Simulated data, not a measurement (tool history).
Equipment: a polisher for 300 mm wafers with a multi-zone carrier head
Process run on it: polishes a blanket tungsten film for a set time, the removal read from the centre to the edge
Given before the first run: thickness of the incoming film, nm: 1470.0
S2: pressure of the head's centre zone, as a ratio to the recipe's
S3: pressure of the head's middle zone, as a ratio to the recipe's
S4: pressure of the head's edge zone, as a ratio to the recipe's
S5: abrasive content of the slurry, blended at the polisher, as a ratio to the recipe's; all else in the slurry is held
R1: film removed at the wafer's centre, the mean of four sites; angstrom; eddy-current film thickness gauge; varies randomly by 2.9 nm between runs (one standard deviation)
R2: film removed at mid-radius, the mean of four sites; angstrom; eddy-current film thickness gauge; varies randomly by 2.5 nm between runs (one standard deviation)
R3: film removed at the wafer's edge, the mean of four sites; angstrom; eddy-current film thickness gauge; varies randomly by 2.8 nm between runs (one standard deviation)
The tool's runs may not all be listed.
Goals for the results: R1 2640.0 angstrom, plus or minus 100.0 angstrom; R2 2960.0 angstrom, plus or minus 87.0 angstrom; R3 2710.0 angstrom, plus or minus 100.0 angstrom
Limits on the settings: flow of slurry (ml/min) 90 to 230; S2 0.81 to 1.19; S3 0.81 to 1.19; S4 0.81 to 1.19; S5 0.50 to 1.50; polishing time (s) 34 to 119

{"run": 1, "hour": 0.0, "flow of slurry (ml/min)": 150, "S2": 1.0, "S3": 1.0, "S4": 1.0, "S5": 1.0, "polishing time (s)": 76, "R1": 3753.4, "R2": 3868.5, "R3": 3727.8}
{"run": 2, "hour": 2.8, "flow of slurry (ml/min)": 150, "S2": 1.0, "S3": 1.0, "S4": 1.07, "S5": 1.0, "polishing time (s)": 76, "R1": 3751.9, "R2": 3833.9, "R3": 3895.2}
{"run": 3, "hour": 10.0, "flow of slurry (ml/min)": 150, "S2": 0.93, "S3": 1.0, "S4": 1.07, "S5": 1.0, "polishing time (s)": 76, "R1": 3503.0, "R2": 3867.8, "R3": 3917.4}
{"run": 4, "hour": 12.8, "flow of slurry (ml/min)": 150, "S2": 0.93, "S3": 0.95, "S4": 1.07, "S5": 1.0, "polishing time (s)": 76, "R1": 3517.5, "R2": 3695.5, "R3": 3869.6}
{"run": 5, "hour": 13.6, "flow of slurry (ml/min)": 150, "S2": 0.87, "S3": 0.95, "S4": 1.07, "S5": 1.0, "polishing time (s)": 76, "R1": 3282.3, "R2": 3691.8, "R3": 3860.0}
{"run": 6, "hour": 21.6, "flow of slurry (ml/min)": 145, "S2": 0.87, "S3": 0.95, "S4": 1.03, "S5": 0.9, "polishing time (s)": 75, "R1": 3115.5, "R2": 3499.3, "R3": 3620.9}
{"run": 7, "hour": 24.0, "flow of slurry (ml/min)": 145, "S2": 0.88, "S3": 0.96, "S4": 0.99, "S5": 0.85, "polishing time (s)": 74, "R1": 3081.5, "R2": 3405.2, "R3": 3434.6}
{"run": 8, "hour": 26.7, "flow of slurry (ml/min)": 145, "S2": 0.88, "S3": 0.97, "S4": 0.96, "S5": 0.8, "polishing time (s)": 73, "R1": 2990.7, "R2": 3399.5, "R3": 3341.7}
{"run": 9, "hour": 29.7, "flow of slurry (ml/min)": 130, "S2": 0.96, "S3": 0.98, "S4": 0.86, "S5": 0.55, "polishing time (s)": 64, "R1": 2591.4, "R2": 2669.8, "R3": 2584.1}
{"run": 10, "hour": 38.3, "flow of slurry (ml/min)": 135, "S2": 0.95, "S3": 0.99, "S4": 0.86, "S5": 0.55, "polishing time (s)": 64, "R1": 2563.0, "R2": 2763.7, "R3": 2586.9}

Exactly one of the 4 candidate moves below puts every result within its allowed miss. Which one?
{"run": "A", "hour": 46.9, "flow of slurry (ml/min)": 175, "S2": 0.89, "S3": 1.13, "S4": 0.86, "S5": 0.5, "polishing time (s)": 59, "R1": "?", "R2": "?", "R3": "?"}
{"run": "B", "hour": 46.9, "flow of slurry (ml/min)": 155, "S2": 0.88, "S3": 1.13, "S4": 0.81, "S5": 0.55, "polishing time (s)": 63, "R1": "?", "R2": "?", "R3": "?"}
{"run": "C", "hour": 46.9, "flow of slurry (ml/min)": 160, "S2": 0.83, "S3": 1.06, "S4": 0.86, "S5": 0.5, "polishing time (s)": 67, "R1": "?", "R2": "?", "R3": "?"}
{"run": "D", "hour": 46.9, "flow of slurry (ml/min)": 120, "S2": 0.95, "S3": 1.04, "S4": 0.89, "S5": 0.65, "polishing time (s)": 65, "R1": "?", "R2": "?", "R3": "?"}

move=A R1=2340.1 R2=2914.6 R3=2428.6
move=B R1=2455.8 R2=3102.5 R3=2546.2
move=C R1=2430.4 R2=3083.5 R3=2727.6
move=D R1=2649.6 R2=2909.3 R3=2700.9
A: brings the result that was furthest off to its target, and leaves another outside
B: moves the result that the last run missed by most past its target, out the other side
C: moves the result that the last run missed by most past its target, out the other side
D: every result lands within tolerance
The right move is D.
